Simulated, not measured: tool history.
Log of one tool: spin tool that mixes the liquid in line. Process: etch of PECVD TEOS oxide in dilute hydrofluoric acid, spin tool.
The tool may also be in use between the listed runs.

| run | hour | temperature setpoint of the liquid (K) | parts of water to one part of 49 % hydrofluoric acid (parts by volume) | time under the liquid (s) | thickness taken off the PECVD TEOS oxide on a monitor wafer (nm) |
|---|---|---|---|---|---|
| 1 | 0 | 297.15 | 95 | 50 | 15.231 |
| 2 | 8.2 | 297.15 | 95 | 50 | 14.916 |
| 3 | 15.7 | 297.15 | 80 | 50 | 18.407 |
| 4 | 16.3 | 297.15 | 80 | 50 | 18.249 |
| 5 | 24.4 | 298.15 | 70 | 50 | 22.169 |
| 6 | 26.3 | 300.15 | 70 | 50 | 24.046 |

What will run 7 give?
| 7 | 28.1 | 300.15 | 70 | 50 | ? |

Run 7 gave thickness taken off the PECVD TEOS oxide on a monitor wafer (nm) 24.163.

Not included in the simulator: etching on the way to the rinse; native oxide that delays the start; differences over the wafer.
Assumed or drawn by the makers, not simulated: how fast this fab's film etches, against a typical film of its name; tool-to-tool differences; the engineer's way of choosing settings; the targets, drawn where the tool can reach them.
